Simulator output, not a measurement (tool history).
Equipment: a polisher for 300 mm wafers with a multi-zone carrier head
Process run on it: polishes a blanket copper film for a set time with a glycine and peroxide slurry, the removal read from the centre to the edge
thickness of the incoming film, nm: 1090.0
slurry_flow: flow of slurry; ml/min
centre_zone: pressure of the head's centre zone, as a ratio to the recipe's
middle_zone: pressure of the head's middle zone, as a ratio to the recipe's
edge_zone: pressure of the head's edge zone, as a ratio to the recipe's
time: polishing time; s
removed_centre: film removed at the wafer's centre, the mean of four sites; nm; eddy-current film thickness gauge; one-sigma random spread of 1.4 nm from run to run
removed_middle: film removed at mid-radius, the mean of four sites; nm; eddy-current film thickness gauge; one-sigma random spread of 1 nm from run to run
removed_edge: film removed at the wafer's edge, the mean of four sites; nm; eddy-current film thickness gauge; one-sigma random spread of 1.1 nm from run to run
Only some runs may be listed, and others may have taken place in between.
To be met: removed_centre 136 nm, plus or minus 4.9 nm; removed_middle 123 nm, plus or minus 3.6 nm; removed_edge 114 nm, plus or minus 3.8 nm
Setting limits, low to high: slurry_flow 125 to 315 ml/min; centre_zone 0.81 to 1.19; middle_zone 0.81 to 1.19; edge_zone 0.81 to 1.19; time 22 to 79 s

run 1 hour=0 | slurry_flow=205 centre_zone=1 middle_zone=1 edge_zone=1 time=50 | removed_centre=188 removed_middle=184.53 removed_edge=179.6
run 2 hour=3 | slurry_flow=255 centre_zone=1 middle_zone=1 edge_zone=1 time=50 | removed_centre=196.94 removed_middle=188.73 removed_edge=180.07
run 3 hour=10.8 | slurry_flow=255 centre_zone=1 middle_zone=1 edge_zone=1 time=61 | removed_centre=237.21 removed_middle=229.96 removed_edge=221.65
run 4 hour=18.7 | slurry_flow=255 centre_zone=1 middle_zone=1 edge_zone=0.93 time=61 | removed_centre=236.66 removed_middle=232.64 removed_edge=215.27
run 5 hour=26.9 | slurry_flow=255 centre_zone=1 middle_zone=0.92 edge_zone=0.93 time=61 | removed_centre=234.67 removed_middle=220.12 removed_edge=218.26
run 6 hour=34.7 | slurry_flow=255 centre_zone=0.93 middle_zone=0.92 edge_zone=0.93 time=61 | removed_centre=222.35 removed_middle=218.04 removed_edge=216.98
run 7 hour=38.2 | slurry_flow=255 centre_zone=0.93 middle_zone=0.92 edge_zone=0.93 time=61 | removed_centre=218.45 removed_middle=222.75 removed_edge=213.29
run 8 hour=44.6 | slurry_flow=220 centre_zone=1.03 middle_zone=0.89 edge_zone=0.83 time=47 | removed_centre=182.62 removed_middle=161.23 removed_edge=154.05
run 9 hour=51.5 | slurry_flow=220 centre_zone=1.03 middle_zone=0.89 edge_zone=0.83 time=45 | removed_centre=173.21 removed_middle=154.03 removed_edge=148.68
run 10 hour=55.4 | slurry_flow=220 centre_zone=1.03 middle_zone=0.89 edge_zone=0.83 time=43 | removed_centre=170.42 removed_middle=149.9 removed_edge=142.39
run 11 hour=62.8 | slurry_flow=195 centre_zone=0.99 middle_zone=0.89 edge_zone=0.81 time=31 | removed_centre=114.24 removed_middle=105.96 removed_edge=99.399
run 12 hour=71.3 | slurry_flow=205 centre_zone=1 middle_zone=0.9 edge_zone=0.82 time=31 | removed_centre=116.64 removed_middle=105.71 removed_edge=101.61
run 13 hour=72.8 | slurry_flow=210 centre_zone=1.01 middle_zone=0.92 edge_zone=0.83 time=31 | removed_centre=117.27 removed_middle=109.41 removed_edge=102.64
run 14 hour=75.4 | slurry_flow=215 centre_zone=1.02 middle_zone=0.93 edge_zone=0.84 time=31 | removed_centre=121.56 removed_middle=109.45 removed_edge=103.51
run 15 hour=82.7 | slurry_flow=215 centre_zone=1.03 middle_zone=0.94 edge_zone=0.85 time=31 | removed_centre=121.93 removed_middle=111.03 removed_edge=103.84
run 16 hour=83.9 | slurry_flow=215 centre_zone=1.04 middle_zone=0.95 edge_zone=0.86 time=31 | removed_centre=119.51 removed_middle=111.15 removed_edge=103.77
run 17 hour=91.6 | slurry_flow=215 centre_zone=1.05 middle_zone=0.96 edge_zone=0.87 time=31 | removed_centre=123.91 removed_middle=111.33 removed_edge=105.15
run 18 hour=98.1 | slurry_flow=215 centre_zone=1.05 middle_zone=0.97 edge_zone=0.88 time=31 | removed_centre=122.65 removed_middle=114.34 removed_edge=103.38
run 19 hour=106.1 | slurry_flow=215 centre_zone=1.06 middle_zone=0.97 edge_zone=0.89 time=31 | removed_centre=124.81 removed_middle=112.54 removed_edge=104.04
run 20 hour=110.9 | slurry_flow=215 centre_zone=1.06 middle_zone=0.97 edge_zone=0.9 time=31 | removed_centre=123.27 removed_middle=112.95 removed_edge=105.75
run 21 hour=119 | slurry_flow=215 centre_zone=1.07 middle_zone=0.98 edge_zone=0.91 time=31 | removed_centre=123.84 removed_middle=114.52 removed_edge=107.87

Of the 4 settings listed for the next run, only one would bring every result within its allowed miss of target. Which one?
run A hour=127.1 | slurry_flow=265 centre_zone=1.03 middle_zone=0.93 edge_zone=0.84 time=34 | removed_centre=? removed_middle=? removed_edge=?
run B hour=127.1 | slurry_flow=185 centre_zone=0.99 middle_zone=1.1 edge_zone=0.95 time=32 | removed_centre=? removed_middle=? removed_edge=?
run C hour=127.1 | slurry_flow=240 centre_zone=1.15 middle_zone=1.11 edge_zone=0.81 time=31 | removed_centre=? removed_middle=? removed_edge=?
run D hour=127.1 | slurry_flow=200 centre_zone=1 middle_zone=0.99 edge_zone=1.05 time=29 | removed_centre=? removed_middle=? removed_edge=?

move=A removed_centre=137.63 removed_middle=124.23 removed_edge=115.64
move=B removed_centre=117.66 removed_middle=123.89 removed_edge=110.64
move=C removed_centre=138.48 removed_middle=125.48 removed_edge=102.64
move=D removed_centre=109.23 removed_middle=106.12 removed_edge=106.36
A: every result lands within tolerance
B: the biggest miss grows against the last run
C: meets the target for the result that was furthest off, but another lies outside its allowed miss
D: the biggest miss grows against the last run
Move A is the one to make.

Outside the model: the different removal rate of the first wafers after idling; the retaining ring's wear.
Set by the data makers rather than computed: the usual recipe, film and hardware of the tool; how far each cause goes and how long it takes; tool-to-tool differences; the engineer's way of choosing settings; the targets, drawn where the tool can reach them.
